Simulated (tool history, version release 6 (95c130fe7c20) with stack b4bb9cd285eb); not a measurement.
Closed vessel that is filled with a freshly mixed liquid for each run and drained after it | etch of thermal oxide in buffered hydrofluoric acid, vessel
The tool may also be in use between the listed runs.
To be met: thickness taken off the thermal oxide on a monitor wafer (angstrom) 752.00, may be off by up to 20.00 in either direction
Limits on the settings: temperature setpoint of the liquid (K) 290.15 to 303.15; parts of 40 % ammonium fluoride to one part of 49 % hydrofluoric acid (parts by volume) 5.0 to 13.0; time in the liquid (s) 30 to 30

run	hour	temperature setpoint of the liquid (K)	parts of 40 % ammonium fluoride to one part of 49 % hydrofluoric acid (parts by volume)	time in the liquid (s)	thickness taken off the thermal oxide on a monitor wafer (angstrom)
1	0.0	295.15	8.0	30	369.67
2	2.2	293.15	8.0	30	335.56
3	2.8	295.65	7.5	30	416.37
4	9.9	295.65	7.5	30	406.36
5	13.9	297.65	7.0	30	490.11
6	20.5	299.15	6.5	30	569.59
7	28.1	300.15	6.5	30	599.50
8	28.7	300.65	6.5	30	618.07
9	32.7	301.15	6.5	30	632.53
10	38.7	301.65	6.5	30	648.81
11	44.9	302.15	6.5	30	665.88
12	46.5	302.65	6.5	30	682.02

Next run, 4 choices. One meets every target within its allowed miss, the rest don't. Which?
A	48.1	302.65	7.0	30	?
B	48.1	303.15	6.0	30	?
C	48.1	303.15	7.5	30	?
D	48.1	303.15	6.5	30	?

move	thickness taken off the thermal oxide on a monitor wafer (angstrom)
A	640.51
B	751.32
C	610.41
D	701.13
A: misses by more than the last run did
B: in spec on every target
C: misses by more than the last run did
D: gains on the last run, yet a result remains outside its allowed miss
Go with B: it meets all targets.
